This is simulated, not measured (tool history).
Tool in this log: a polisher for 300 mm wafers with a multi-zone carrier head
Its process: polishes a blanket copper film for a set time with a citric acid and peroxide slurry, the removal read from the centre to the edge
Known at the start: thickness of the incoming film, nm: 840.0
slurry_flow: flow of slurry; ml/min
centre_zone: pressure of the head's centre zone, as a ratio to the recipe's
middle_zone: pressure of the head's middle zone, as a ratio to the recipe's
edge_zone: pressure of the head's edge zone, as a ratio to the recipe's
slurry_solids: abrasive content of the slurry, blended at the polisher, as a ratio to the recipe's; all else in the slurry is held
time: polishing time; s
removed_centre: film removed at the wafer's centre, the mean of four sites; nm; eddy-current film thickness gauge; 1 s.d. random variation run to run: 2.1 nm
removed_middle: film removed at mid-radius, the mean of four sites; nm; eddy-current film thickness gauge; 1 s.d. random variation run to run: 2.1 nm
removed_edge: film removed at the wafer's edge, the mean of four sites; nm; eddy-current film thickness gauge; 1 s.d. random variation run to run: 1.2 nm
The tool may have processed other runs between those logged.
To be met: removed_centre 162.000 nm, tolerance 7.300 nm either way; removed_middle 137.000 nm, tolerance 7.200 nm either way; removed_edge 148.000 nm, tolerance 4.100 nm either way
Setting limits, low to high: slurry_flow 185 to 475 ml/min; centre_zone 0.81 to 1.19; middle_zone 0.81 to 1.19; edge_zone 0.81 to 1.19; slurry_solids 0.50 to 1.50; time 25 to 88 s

run 1 hour=0.0 | slurry_flow=305 centre_zone=1.00 middle_zone=1.00 edge_zone=1.00 slurry_solids=1.00 time=56 | removed_centre=112.440 removed_middle=116.850 removed_edge=111.960
run 2 hour=5.3 | slurry_flow=310 centre_zone=1.04 middle_zone=0.99 edge_zone=1.03 slurry_solids=1.15 time=57 | removed_centre=118.720 removed_middle=120.540 removed_edge=118.040
run 3 hour=9.5 | slurry_flow=310 centre_zone=1.04 middle_zone=0.99 edge_zone=1.03 slurry_solids=0.95 time=57 | removed_centre=116.290 removed_middle=112.160 removed_edge=113.520
run 4 hour=16.8 | slurry_flow=375 centre_zone=1.04 middle_zone=0.99 edge_zone=1.03 slurry_solids=0.95 time=57 | removed_centre=112.960 removed_middle=115.200 removed_edge=114.690
run 5 hour=23.5 | slurry_flow=375 centre_zone=1.04 middle_zone=0.99 edge_zone=1.03 slurry_solids=0.95 time=46 | removed_centre=94.937 removed_middle=95.561 removed_edge=94.173
run 6 hour=25.0 | slurry_flow=365 centre_zone=1.08 middle_zone=0.97 edge_zone=1.04 slurry_solids=1.05 time=52 | removed_centre=108.220 removed_middle=107.050 removed_edge=106.990
run 7 hour=32.8 | slurry_flow=335 centre_zone=1.11 middle_zone=0.94 edge_zone=1.04 slurry_solids=1.10 time=56 | removed_centre=120.830 removed_middle=111.580 removed_edge=117.360
run 8 hour=34.5 | slurry_flow=355 centre_zone=1.19 middle_zone=0.95 edge_zone=1.08 slurry_solids=1.35 time=64 | removed_centre=157.540 removed_middle=136.880 removed_edge=141.550
run 9 hour=39.4 | slurry_flow=355 centre_zone=1.19 middle_zone=0.94 edge_zone=1.08 slurry_solids=1.35 time=64 | removed_centre=159.560 removed_middle=135.520 removed_edge=142.300
run 10 hour=40.5 | slurry_flow=355 centre_zone=1.19 middle_zone=0.94 edge_zone=1.09 slurry_solids=1.35 time=64 | removed_centre=157.890 removed_middle=134.770 removed_edge=141.480
run 11 hour=42.6 | slurry_flow=355 centre_zone=1.19 middle_zone=0.93 edge_zone=1.10 slurry_solids=1.40 time=64 | removed_centre=158.630 removed_middle=135.580 removed_edge=144.010
run 12 hour=50.0 | slurry_flow=355 centre_zone=1.19 middle_zone=0.93 edge_zone=1.10 slurry_solids=1.40 time=64 | removed_centre=155.290 removed_middle=135.550 removed_edge=144.440

Which one of the following 5 next-run settings gets every result inside its allowed miss? There is exactly one.
run A hour=57.4 | slurry_flow=350 centre_zone=1.10 middle_zone=0.98 edge_zone=1.15 slurry_solids=1.50 time=63 | removed_centre=? removed_middle=? removed_edge=?
run B hour=57.4 | slurry_flow=340 centre_zone=1.18 middle_zone=0.91 edge_zone=1.10 slurry_solids=1.35 time=66 | removed_centre=? removed_middle=? removed_edge=?
run C hour=57.4 | slurry_flow=460 centre_zone=1.04 middle_zone=0.94 edge_zone=1.13 slurry_solids=1.30 time=66 | removed_centre=? removed_middle=? removed_edge=?
run D hour=57.4 | slurry_flow=410 centre_zone=1.12 middle_zone=0.97 edge_zone=1.16 slurry_solids=1.30 time=64 | removed_centre=? removed_middle=? removed_edge=?
run E hour=57.4 | slurry_flow=290 centre_zone=1.05 middle_zone=0.95 edge_zone=1.18 slurry_solids=1.45 time=65 | removed_centre=? removed_middle=? removed_edge=?

move=A removed_centre=150.580 removed_middle=141.260 removed_edge=146.590
move=B removed_centre=163.160 removed_middle=136.830 removed_edge=147.410
move=C removed_centre=148.850 removed_middle=141.900 removed_edge=150.090
move=D removed_centre=152.420 removed_middle=139.640 removed_edge=146.120
move=E removed_centre=145.750 removed_middle=139.330 removed_edge=149.900
A: the biggest miss grows against the last run
B: in spec on every target
C: the biggest miss grows against the last run
D: the biggest miss grows against the last run
E: the biggest miss grows against the last run
Answer: B
